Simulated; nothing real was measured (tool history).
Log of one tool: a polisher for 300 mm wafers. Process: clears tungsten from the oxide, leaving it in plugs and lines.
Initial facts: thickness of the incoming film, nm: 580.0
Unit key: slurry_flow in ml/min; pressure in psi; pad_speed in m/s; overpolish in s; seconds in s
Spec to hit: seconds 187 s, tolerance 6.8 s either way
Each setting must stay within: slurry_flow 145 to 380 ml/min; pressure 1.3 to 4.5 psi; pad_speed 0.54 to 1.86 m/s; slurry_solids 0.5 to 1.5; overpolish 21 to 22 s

| run | day | slurry_flow | pressure | pad_speed | slurry_solids | overpolish | seconds |
|---|---|---|---|---|---|---|---|
| 1 | 0 | 245 | 2.9 | 1.18 | 1 | 21 | 116.44 |
| 2 | 0.025 | 245 | 2.5 | 1.18 | 1 | 21 | 134.33 |
| 3 | 0.321 | 245 | 2.2 | 1.18 | 1 | 21 | 149.74 |
| 4 | 0.646 | 245 | 2.2 | 1.3 | 1 | 21 | 142.23 |
| 5 | 1.021 | 245 | 2.2 | 1.3 | 1.1 | 21 | 135.11 |
| 6 | 1.146 | 275 | 2.2 | 1.3 | 1.1 | 21 | 134.56 |
| 7 | 1.471 | 275 | 1.9 | 1.3 | 1.1 | 21 | 155.1 |
| 8 | 1.788 | 275 | 1.8 | 1.3 | 1.1 | 21 | 164.32 |
| 9 | 1.967 | 275 | 1.7 | 1.3 | 1.1 | 21 | 170.41 |

4 candidate next runs follow, results not yet known. Just one meets every target within its allowed miss. Identify it.
| A | 2.146 | 195 | 2.1 | 0.98 | 1 | 21 | ? |
| B | 2.146 | 295 | 1.9 | 1.32 | 1.1 | 21 | ? |
| C | 2.146 | 180 | 1.9 | 1.48 | 0.9 | 21 | ? |
| D | 2.146 | 300 | 1.9 | 1.24 | 1.2 | 21 | ? |

| move | seconds |
|---|---|
| A | 189.68 |
| B | 152.57 |
| C | 154.62 |
| D | 156.57 |
A: meets every target
B: further off than the last run
C: further off than the last run
D: further off than the last run
Go with A: it meets all targets.
